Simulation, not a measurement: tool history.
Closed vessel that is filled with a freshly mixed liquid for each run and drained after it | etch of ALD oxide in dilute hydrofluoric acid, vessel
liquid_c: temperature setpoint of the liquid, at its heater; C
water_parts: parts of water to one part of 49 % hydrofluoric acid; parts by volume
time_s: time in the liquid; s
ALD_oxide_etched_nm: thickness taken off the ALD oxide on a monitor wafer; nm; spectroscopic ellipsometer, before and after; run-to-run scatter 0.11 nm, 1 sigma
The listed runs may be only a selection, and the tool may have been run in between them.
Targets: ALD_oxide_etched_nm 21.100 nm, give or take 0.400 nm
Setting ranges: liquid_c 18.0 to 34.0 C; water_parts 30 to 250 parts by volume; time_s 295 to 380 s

Run 1, hour 0.0: liquid_c 26.0 C, water_parts 140 parts by volume, time_s 380 s. Result: ALD_oxide_etched_nm 24.838 nm.
Run 2, hour 4.2: liquid_c 28.0 C, water_parts 140 parts by volume, time_s 380 s. Result: ALD_oxide_etched_nm 26.500 nm.
Run 3, hour 7.2: liquid_c 27.0 C, water_parts 140 parts by volume, time_s 380 s. Result: ALD_oxide_etched_nm 25.913 nm.
Run 4, hour 11.7: liquid_c 26.0 C, water_parts 140 parts by volume, time_s 380 s. Result: ALD_oxide_etched_nm 24.779 nm.
Run 5, hour 18.4: liquid_c 25.5 C, water_parts 140 parts by volume, time_s 380 s. Result: ALD_oxide_etched_nm 24.266 nm.
Run 6, hour 20.8: liquid_c 25.5 C, water_parts 140 parts by volume, time_s 295 s. Result: ALD_oxide_etched_nm 18.566 nm.
Run 7, hour 30.3: liquid_c 26.0 C, water_parts 140 parts by volume, time_s 295 s. Result: ALD_oxide_etched_nm 19.124 nm.
Run 8, hour 32.5: liquid_c 26.5 C, water_parts 140 parts by volume, time_s 295 s. Result: ALD_oxide_etched_nm 19.399 nm.
Run 9, hour 38.8: liquid_c 27.0 C, water_parts 140 parts by volume, time_s 295 s. Result: ALD_oxide_etched_nm 19.804 nm.
Run 10, hour 40.7: liquid_c 29.0 C, water_parts 140 parts by volume, time_s 295 s. Result: ALD_oxide_etched_nm 21.722 nm.

Next run, 5 choices. One meets every target within its allowed miss, the rest don't. Which?
Run A, hour 42.6: liquid_c 24.5 C, water_parts 135 parts by volume, time_s 345 s. Result: ALD_oxide_etched_nm ?.
Run B, hour 42.6: liquid_c 25.5 C, water_parts 130 parts by volume, time_s 320 s. Result: ALD_oxide_etched_nm ?.
Run C, hour 42.6: liquid_c 28.5 C, water_parts 150 parts by volume, time_s 305 s. Result: ALD_oxide_etched_nm ?.
Run D, hour 42.6: liquid_c 33.5 C, water_parts 180 parts by volume, time_s 335 s. Result: ALD_oxide_etched_nm ?.
Run E, hour 42.6: liquid_c 29.5 C, water_parts 145 parts by volume, time_s 310 s. Result: ALD_oxide_etched_nm ?.

move  ALD_oxide_etched_nm
   A               22.197
   B               22.361
   C               20.230
   D               21.349
   E               22.213
A: lands further from the targets than the last run did
B: lands further from the targets than the last run did
C: takes the result that was furthest off past its target
D: all results in spec
E: lands further from the targets than the last run did
The right move is D.

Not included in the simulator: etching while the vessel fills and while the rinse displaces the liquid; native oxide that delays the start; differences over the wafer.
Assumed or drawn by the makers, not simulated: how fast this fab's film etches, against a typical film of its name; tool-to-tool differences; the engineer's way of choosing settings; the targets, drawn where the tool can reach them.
